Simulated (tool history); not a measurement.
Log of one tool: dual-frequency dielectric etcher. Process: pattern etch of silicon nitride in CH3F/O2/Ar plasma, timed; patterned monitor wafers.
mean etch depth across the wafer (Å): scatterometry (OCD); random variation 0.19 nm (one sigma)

| run | hour | source power (kW) | bias power (kW) | etch time (s) | mean etch depth across the wafer (Å) |
|---|---|---|---|---|---|
| 1 | 0.0 | 0.470 | 0.093 | 64.5 | 498.92 |
| 2 | 7.9 | 0.540 | 0.093 | 64.5 | 516.97 |
| 3 | 13.2 | 0.510 | 0.090 | 64.5 | 498.05 |
| 4 | 17.4 | 0.490 | 0.088 | 64.5 | 488.50 |
| 5 | 18.9 | 0.470 | 0.087 | 64.5 | 480.43 |
| 6 | 22.3 | 0.450 | 0.086 | 64.5 | 475.85 |
| 7 | 28.5 | 0.440 | 0.085 | 64.5 | 466.86 |
| 8 | 37.0 | 0.430 | 0.084 | 64.5 | 459.11 |

Forecast run 9:
| 9 | 45.2 | 0.430 | 0.084 | 64.5 | ? |

Run 9 gave mean etch depth across the wafer (Å) 459.21.
